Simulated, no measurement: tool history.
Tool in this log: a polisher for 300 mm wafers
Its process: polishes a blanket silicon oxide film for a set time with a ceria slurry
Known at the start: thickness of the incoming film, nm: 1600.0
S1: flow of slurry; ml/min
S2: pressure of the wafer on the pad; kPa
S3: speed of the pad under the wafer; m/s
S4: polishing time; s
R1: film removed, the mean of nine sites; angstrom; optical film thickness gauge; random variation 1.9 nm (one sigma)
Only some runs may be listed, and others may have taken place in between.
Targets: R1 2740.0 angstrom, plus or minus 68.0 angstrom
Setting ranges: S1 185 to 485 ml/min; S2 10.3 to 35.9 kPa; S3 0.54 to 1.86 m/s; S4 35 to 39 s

Run 1, day 0.000: S1 310 ml/min, S2 22.8 kPa, S3 1.18 m/s, S4 39 s. Result: R1 1838.2 angstrom.
Run 2, day 0.367: S1 315 ml/min, S2 24.8 kPa, S3 1.18 m/s, S4 39 s. Result: R1 1979.7 angstrom.
Run 3, day 0.588: S1 315 ml/min, S2 26.9 kPa, S3 1.18 m/s, S4 39 s. Result: R1 2087.7 angstrom.
Run 4, day 0.788: S1 315 ml/min, S2 29.0 kPa, S3 1.18 m/s, S4 39 s. Result: R1 2218.2 angstrom.
Run 5, day 0.854: S1 315 ml/min, S2 29.0 kPa, S3 1.34 m/s, S4 39 s. Result: R1 2478.9 angstrom.
Run 6, day 1.025: S1 315 ml/min, S2 25.5 kPa, S3 1.34 m/s, S4 39 s. Result: R1 2235.7 angstrom.
Run 7, day 1.058: S1 315 ml/min, S2 26.9 kPa, S3 1.34 m/s, S4 39 s. Result: R1 2332.5 angstrom.
Run 8, day 1.267: S1 315 ml/min, S2 28.3 kPa, S3 1.34 m/s, S4 39 s. Result: R1 2450.8 angstrom.
Run 9, day 1.583: S1 315 ml/min, S2 29.0 kPa, S3 1.34 m/s, S4 39 s. Result: R1 2489.0 angstrom.
Run 10, day 1.746: S1 315 ml/min, S2 29.6 kPa, S3 1.34 m/s, S4 39 s. Result: R1 2555.1 angstrom.

Exercise: of the 5 proposed moves below, exactly one satisfies all targets within the stated allowed misses. Which move is it?
Run A, day 1.908: S1 345 ml/min, S2 27.6 kPa, S3 1.42 m/s, S4 36 s. Result: R1 ?.
Run B, day 1.908: S1 325 ml/min, S2 30.3 kPa, S3 1.24 m/s, S4 39 s. Result: R1 ?.
Run C, day 1.908: S1 310 ml/min, S2 26.9 kPa, S3 1.42 m/s, S4 38 s. Result: R1 ?.
Run D, day 1.908: S1 280 ml/min, S2 24.8 kPa, S3 1.78 m/s, S4 38 s. Result: R1 ?.
Run E, day 1.908: S1 315 ml/min, S2 30.3 kPa, S3 1.20 m/s, S4 38 s. Result: R1 ?.

move      R1
   A  2325.2
   B  2394.2
   C  2387.7
   D  2739.2
   E  2260.2
A: the biggest miss grows against the last run
B: the biggest miss grows against the last run
C: the biggest miss grows against the last run
D: meets every target
E: the biggest miss grows against the last run
The move that meets every target is D.

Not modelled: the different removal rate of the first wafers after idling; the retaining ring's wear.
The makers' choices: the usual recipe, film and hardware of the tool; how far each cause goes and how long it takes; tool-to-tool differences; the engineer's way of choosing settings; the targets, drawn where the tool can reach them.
